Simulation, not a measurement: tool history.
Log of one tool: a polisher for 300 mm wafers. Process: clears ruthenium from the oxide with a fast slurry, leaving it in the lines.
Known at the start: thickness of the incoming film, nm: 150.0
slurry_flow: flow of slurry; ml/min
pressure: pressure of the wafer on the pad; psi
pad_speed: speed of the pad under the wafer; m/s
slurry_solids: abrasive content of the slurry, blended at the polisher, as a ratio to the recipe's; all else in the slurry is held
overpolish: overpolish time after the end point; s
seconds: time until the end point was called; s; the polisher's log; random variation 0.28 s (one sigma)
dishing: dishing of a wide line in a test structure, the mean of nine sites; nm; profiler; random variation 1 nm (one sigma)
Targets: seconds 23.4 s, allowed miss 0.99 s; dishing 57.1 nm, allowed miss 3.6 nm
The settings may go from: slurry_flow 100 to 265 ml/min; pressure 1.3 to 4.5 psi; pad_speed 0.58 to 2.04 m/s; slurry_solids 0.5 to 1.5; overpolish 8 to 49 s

run    day  slurry_flow  pressure  pad_speed  slurry_solids  overpolish  seconds  dishing
  1      0          170       2.9        1.3              1          25   26.861   98.625
  2  0.125          195       2.9        1.3              1          25   25.837   97.909
  3  0.342          195       2.9        1.3            0.8          25   30.063   89.125
  4  0.454          165       2.9        1.3            0.8          25   30.819   86.768
  5  0.621          180       3.1        1.3           0.75          22   30.251   79.084
  6  0.821          180       2.6        1.3           0.75          22   34.352   73.542
  7  0.962          195       3.4       1.18           0.75          10   31.276   40.968
  8  1.233          195       3.5        1.2           0.75          11   30.528   46.363
  9    1.5          195       3.7        1.2           0.75          11   29.156   46.596
 10  1.867          195       3.8        1.2           0.75          11   28.065    48.25
 11  2.075          195       3.9        1.2           0.75          11   27.858   49.762
 12  2.125          195         4        1.2           0.75          11   27.438   50.516
 13    2.2          195       4.1       1.22           0.75          11   26.755   50.243
 14  2.396          195       4.2       1.24           0.75          11   25.884   53.159
 15  2.642          195       4.3       1.24           0.75          11   24.973   52.219
 16  2.746          200       4.5       1.26           0.75          13   24.672   63.342

4 next moves are on the table. One of them brings every result within its allowed miss. Which?
  A  2.85          230       4.5       1.38           0.65          14        ?        ?
  B  2.85          195       4.4        1.3            0.7          15        ?        ?
  C  2.85          185       3.5       1.38            0.9          11        ?        ?
  D  2.85          175       4.5       1.34           0.85          10        ?        ?

move  seconds  dishing
   A   24.713   65.784
   B   25.018   68.851
   C   23.049   57.127
   D   20.895   57.261
A: further off than the last run
B: further off than the last run
C: meets every target
D: brings the result that was furthest off to its target, and leaves another outside
Answer: C

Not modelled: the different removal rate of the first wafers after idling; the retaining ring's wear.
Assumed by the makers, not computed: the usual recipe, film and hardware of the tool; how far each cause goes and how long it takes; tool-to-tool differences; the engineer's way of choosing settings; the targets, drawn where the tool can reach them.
